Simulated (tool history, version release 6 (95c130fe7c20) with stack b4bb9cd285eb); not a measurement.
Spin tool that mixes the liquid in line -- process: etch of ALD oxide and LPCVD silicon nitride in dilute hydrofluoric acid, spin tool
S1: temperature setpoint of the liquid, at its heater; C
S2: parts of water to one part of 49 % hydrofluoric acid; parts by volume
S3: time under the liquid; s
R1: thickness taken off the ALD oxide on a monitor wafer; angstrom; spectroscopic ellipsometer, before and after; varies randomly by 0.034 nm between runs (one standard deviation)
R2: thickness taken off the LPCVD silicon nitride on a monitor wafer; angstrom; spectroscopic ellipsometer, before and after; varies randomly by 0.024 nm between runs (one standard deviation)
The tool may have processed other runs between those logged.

run    day    S1   S2  S3      R1      R2
  1      0    26  160  70  72.529  2.2769
  2  0.129    26  160  40  41.603  1.5812
  3  0.488  24.5  160  40  38.846  1.8411
  4  0.675  24.5  160  55  54.057  1.6754
  5  0.975  27.5  160  55  61.113   2.486
  6  1.167    27  160  55  59.281  2.3715
     1.521  -- hydrofluoric acid flow meter replaced
  7  1.521  26.5  160  55  52.221  2.3229

Expected results for the next run?
  8  1.867  26  160  55   ?   ?

Run 8 produced R1 51.194 angstrom, R2 1.5839 angstrom.
